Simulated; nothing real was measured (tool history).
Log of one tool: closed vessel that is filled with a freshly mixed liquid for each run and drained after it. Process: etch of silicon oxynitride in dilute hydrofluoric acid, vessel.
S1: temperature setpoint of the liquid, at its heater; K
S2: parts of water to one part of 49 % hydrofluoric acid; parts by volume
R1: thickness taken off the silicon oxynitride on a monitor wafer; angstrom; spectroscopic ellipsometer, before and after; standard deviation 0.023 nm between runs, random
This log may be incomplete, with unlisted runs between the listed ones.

Run 1, hour 0.0: S1 295.15 K, S2 185 parts by volume, time in the liquid (s) 80. Result: R1 15.5440 angstrom.
Run 2, hour 4.2: S1 295.15 K, S2 220 parts by volume, time in the liquid (s) 80. Result: R1 12.5710 angstrom.
Run 3, hour 6.7: S1 295.15 K, S2 220 parts by volume, time in the liquid (s) 60. Result: R1 9.7146 angstrom.
Run 4, hour 14.6: S1 295.15 K, S2 255 parts by volume, time in the liquid (s) 60. Result: R1 8.0382 angstrom.
At hour 19.1: thermometer replaced.
Run 5, hour 19.1: S1 296.65 K, S2 255 parts by volume, time in the liquid (s) 60. Result: R1 9.4247 angstrom.
Run 6, hour 21.1: S1 299.15 K, S2 255 parts by volume, time in the liquid (s) 60. Result: R1 10.6470 angstrom.
Run 7, hour 23.9: S1 300.15 K, S2 240 parts by volume, time in the liquid (s) 60. Result: R1 11.7410 angstrom.
Run 8, hour 30.9: S1 300.65 K, S2 220 parts by volume, time in the liquid (s) 60. Result: R1 13.4250 angstrom.
Run 9, hour 32.0: S1 301.15 K, S2 205 parts by volume, time in the liquid (s) 60. Result: R1 14.7060 angstrom.
Run 10, hour 37.0: S1 301.65 K, S2 190 parts by volume, time in the liquid (s) 60. Result: R1 16.3350 angstrom.
Run 11, hour 41.9: S1 303.15 K, S2 135 parts by volume, time in the liquid (s) 60. Result: R1 26.3090 angstrom.
Run 12, hour 47.2: S1 302.65 K, S2 135 parts by volume, time in the liquid (s) 60. Result: R1 25.4040 angstrom.
Run 13, hour 48.4: S1 302.15 K, S2 135 parts by volume, time in the liquid (s) 60. Result: R1 24.8850 angstrom.
Run 14, hour 51.4: S1 301.65 K, S2 135 parts by volume, time in the liquid (s) 60. Result: R1 24.5800 angstrom.

Estimate the outcome of run 15 from the log above:
Run 15, hour 55.5: S1 301.15 K, S2 135 parts by volume, time in the liquid (s) 60. Result: R1 ?.

R1: 23.8020 angstrom

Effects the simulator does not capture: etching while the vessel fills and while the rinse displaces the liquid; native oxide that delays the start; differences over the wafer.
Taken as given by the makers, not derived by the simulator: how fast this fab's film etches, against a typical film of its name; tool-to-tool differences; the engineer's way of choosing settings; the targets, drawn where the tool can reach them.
